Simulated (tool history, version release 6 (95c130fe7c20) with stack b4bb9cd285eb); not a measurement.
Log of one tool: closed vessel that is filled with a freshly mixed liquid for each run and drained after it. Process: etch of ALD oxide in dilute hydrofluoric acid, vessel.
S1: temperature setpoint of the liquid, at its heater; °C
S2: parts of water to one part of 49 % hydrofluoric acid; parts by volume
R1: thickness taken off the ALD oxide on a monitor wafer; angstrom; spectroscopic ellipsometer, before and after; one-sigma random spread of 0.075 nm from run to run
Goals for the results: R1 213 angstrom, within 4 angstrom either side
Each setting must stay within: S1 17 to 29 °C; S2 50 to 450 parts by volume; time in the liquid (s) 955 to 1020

{"run": 1, "day": 0.0, "S1": 21, "S2": 250, "time in the liquid (s)": 955, "R1": 413.55}
{"run": 2, "day": 0.138, "S1": 21, "S2": 205, "time in the liquid (s)": 955, "R1": 525.47}
{"run": 3, "day": 0.362, "S1": 21, "S2": 175, "time in the liquid (s)": 955, "R1": 628.77}
{"run": 4, "day": 0.633, "S1": 20, "S2": 225, "time in the liquid (s)": 955, "R1": 452.38}
{"run": 5, "day": 0.804, "S1": 20, "S2": 225, "time in the liquid (s)": 955, "R1": 447.94}
{"run": 6, "day": 1.008, "S1": 20, "S2": 225, "time in the liquid (s)": 955, "R1": 448.65}
{"run": 7, "day": 1.129, "S1": 17, "S2": 325, "time in the liquid (s)": 955, "R1": 255.57}
{"run": 8, "day": 1.229, "S1": 17, "S2": 335, "time in the liquid (s)": 955, "R1": 247.02}
{"run": 9, "day": 1.438, "S1": 17, "S2": 345, "time in the liquid (s)": 955, "R1": 238.27}
{"run": 10, "day": 1.55, "S1": 17, "S2": 350, "time in the liquid (s)": 955, "R1": 231.39}
{"run": 11, "day": 1.746, "S1": 17, "S2": 350, "time in the liquid (s)": 955, "R1": 234.68}
{"run": 12, "day": 1.946, "S1": 17, "S2": 355, "time in the liquid (s)": 955, "R1": 229.21}
{"run": 13, "day": 2.071, "S1": 17, "S2": 360, "time in the liquid (s)": 955, "R1": 225.51}
{"run": 14, "day": 2.238, "S1": 17, "S2": 365, "time in the liquid (s)": 955, "R1": 220.91}
{"run": 15, "day": 2.358, "S1": 17, "S2": 370, "time in the liquid (s)": 955, "R1": 217.77}

Which single option among these 4 for the next run brings every result within its allowed miss of target? Just one does.
{"run": "A", "day": 2.479, "S1": 17, "S2": 405, "time in the liquid (s)": 990, "R1": "?"}
{"run": "B", "day": 2.479, "S1": 18, "S2": 425, "time in the liquid (s)": 1010, "R1": "?"}
{"run": "C", "day": 2.479, "S1": 17, "S2": 395, "time in the liquid (s)": 1010, "R1": "?"}
{"run": "D", "day": 2.479, "S1": 20, "S2": 395, "time in the liquid (s)": 955, "R1": "?"}

move=A R1=200.34
move=B R1=199.02
move=C R1=211.1
move=D R1=222.39
A: the result that was furthest off in the last run now lies on the other side of its target
B: the result that was furthest off in the last run now lies on the other side of its target
C: all results in spec
D: its largest miss is bigger than the last run's
Move C is the one to make.

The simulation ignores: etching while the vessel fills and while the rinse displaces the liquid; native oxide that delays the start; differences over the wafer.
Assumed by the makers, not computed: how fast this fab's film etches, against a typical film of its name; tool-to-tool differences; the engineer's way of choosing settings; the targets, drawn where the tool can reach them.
